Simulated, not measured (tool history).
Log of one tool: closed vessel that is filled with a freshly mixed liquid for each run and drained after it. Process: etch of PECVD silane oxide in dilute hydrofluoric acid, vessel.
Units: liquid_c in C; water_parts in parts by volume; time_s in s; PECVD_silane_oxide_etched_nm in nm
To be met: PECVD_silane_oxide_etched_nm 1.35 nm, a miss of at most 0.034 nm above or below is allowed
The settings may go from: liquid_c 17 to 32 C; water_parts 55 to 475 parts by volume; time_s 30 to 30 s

{"run": 1, "hour": 0.0, "liquid_c": 24, "water_parts": 265, "time_s": 30, "PECVD_silane_oxide_etched_nm": 1.8141}
{"run": 2, "hour": 6.9, "liquid_c": 23, "water_parts": 265, "time_s": 30, "PECVD_silane_oxide_etched_nm": 1.7542}
{"run": 3, "hour": 9.3, "liquid_c": 22, "water_parts": 265, "time_s": 30, "PECVD_silane_oxide_etched_nm": 1.7136}
{"run": 4, "hour": 13.0, "liquid_c": 22, "water_parts": 195, "time_s": 30, "PECVD_silane_oxide_etched_nm": 2.4619}
{"run": 5, "hour": 15.5, "liquid_c": 22, "water_parts": 250, "time_s": 30, "PECVD_silane_oxide_etched_nm": 1.8225}
{"run": 6, "hour": 18.7, "liquid_c": 21.5, "water_parts": 255, "time_s": 30, "PECVD_silane_oxide_etched_nm": 1.7387}
{"run": 7, "hour": 27.6, "liquid_c": 21, "water_parts": 260, "time_s": 30, "PECVD_silane_oxide_etched_nm": 1.6767}
{"run": 8, "hour": 28.6, "liquid_c": 20.5, "water_parts": 265, "time_s": 30, "PECVD_silane_oxide_etched_nm": 1.6004}
{"run": 9, "hour": 29.5, "liquid_c": 20, "water_parts": 265, "time_s": 30, "PECVD_silane_oxide_etched_nm": 1.5895}
{"run": 10, "hour": 37.4, "liquid_c": 19.5, "water_parts": 265, "time_s": 30, "PECVD_silane_oxide_etched_nm": 1.5642}
{"run": 11, "hour": 40.2, "liquid_c": 19, "water_parts": 265, "time_s": 30, "PECVD_silane_oxide_etched_nm": 1.5092}
{"run": 12, "hour": 40.9, "liquid_c": 18.5, "water_parts": 265, "time_s": 30, "PECVD_silane_oxide_etched_nm": 1.4827}
{"run": 13, "hour": 41.8, "liquid_c": 17.5, "water_parts": 270, "time_s": 30, "PECVD_silane_oxide_etched_nm": 1.3879}

Which one of the following 4 next-run settings gets every result inside its allowed miss? There is exactly one.
{"run": "A", "hour": 42.7, "liquid_c": 18, "water_parts": 285, "time_s": 30, "PECVD_silane_oxide_etched_nm": "?"}
{"run": "B", "hour": 42.7, "liquid_c": 17, "water_parts": 250, "time_s": 30, "PECVD_silane_oxide_etched_nm": "?"}
{"run": "C", "hour": 42.7, "liquid_c": 19, "water_parts": 270, "time_s": 30, "PECVD_silane_oxide_etched_nm": "?"}
{"run": "D", "hour": 42.7, "liquid_c": 18.5, "water_parts": 275, "time_s": 30, "PECVD_silane_oxide_etched_nm": "?"}

move=A PECVD_silane_oxide_etched_nm=1.3358
move=B PECVD_silane_oxide_etched_nm=1.5108
move=C PECVD_silane_oxide_etched_nm=1.4835
move=D PECVD_silane_oxide_etched_nm=1.423
A: every result within its allowed miss
B: moves away from the targets compared with the last run
C: moves away from the targets compared with the last run
D: moves away from the targets compared with the last run
A meets every target.
